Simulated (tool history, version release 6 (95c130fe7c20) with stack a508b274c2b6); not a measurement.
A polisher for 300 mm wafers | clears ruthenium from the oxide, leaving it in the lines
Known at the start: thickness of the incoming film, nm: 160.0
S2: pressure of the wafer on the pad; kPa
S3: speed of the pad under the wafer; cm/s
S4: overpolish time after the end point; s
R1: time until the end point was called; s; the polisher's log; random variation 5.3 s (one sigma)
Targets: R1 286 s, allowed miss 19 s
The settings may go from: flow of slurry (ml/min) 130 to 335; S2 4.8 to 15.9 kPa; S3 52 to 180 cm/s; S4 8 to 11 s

{"run": 1, "hour": 0.0, "flow of slurry (ml/min)": 215, "S2": 10.3, "S3": 116, "S4": 11, "R1": 209.7}
{"run": 2, "hour": 8.4, "flow of slurry (ml/min)": 215, "S2": 9.7, "S3": 114, "S4": 11, "R1": 220.23}
{"run": 3, "hour": 13.6, "flow of slurry (ml/min)": 215, "S2": 9.7, "S3": 140, "S4": 11, "R1": 175.3}
{"run": 4, "hour": 20.5, "flow of slurry (ml/min)": 215, "S2": 8.3, "S3": 136, "S4": 11, "R1": 202.83}
{"hour": 25.9, "done": "worn pad replaced by a new one"}
{"run": 5, "hour": 25.9, "flow of slurry (ml/min)": 215, "S2": 9.7, "S3": 136, "S4": 11, "R1": 170.16}
{"run": 6, "hour": 30.0, "flow of slurry (ml/min)": 215, "S2": 9.7, "S3": 110, "S4": 11, "R1": 205.3}
{"run": 7, "hour": 38.3, "flow of slurry (ml/min)": 210, "S2": 8.3, "S3": 102, "S4": 11, "R1": 241.53}
{"run": 8, "hour": 44.5, "flow of slurry (ml/min)": 210, "S2": 7.6, "S3": 98, "S4": 11, "R1": 259.44}

Which of these 5 next moves meets every target?
{"run": "A", "hour": 50.7, "flow of slurry (ml/min)": 235, "S2": 8.3, "S3": 82, "S4": 8, "R1": "?"}
{"run": "B", "hour": 50.7, "flow of slurry (ml/min)": 215, "S2": 10.3, "S3": 84, "S4": 11, "R1": "?"}
{"run": "C", "hour": 50.7, "flow of slurry (ml/min)": 195, "S2": 6.9, "S3": 112, "S4": 11, "R1": "?"}
{"run": "D", "hour": 50.7, "flow of slurry (ml/min)": 130, "S2": 7.6, "S3": 130, "S4": 11, "R1": "?"}
{"run": "E", "hour": 50.7, "flow of slurry (ml/min)": 260, "S2": 8.3, "S3": 98, "S4": 8, "R1": "?"}

move=A R1=288.89
move=B R1=251.76
move=C R1=250.99
move=D R1=222.77
move=E R1=247.33
A: meets every target
B: further off than the last run
C: further off than the last run
D: further off than the last run
E: further off than the last run
Move A is the one to make.

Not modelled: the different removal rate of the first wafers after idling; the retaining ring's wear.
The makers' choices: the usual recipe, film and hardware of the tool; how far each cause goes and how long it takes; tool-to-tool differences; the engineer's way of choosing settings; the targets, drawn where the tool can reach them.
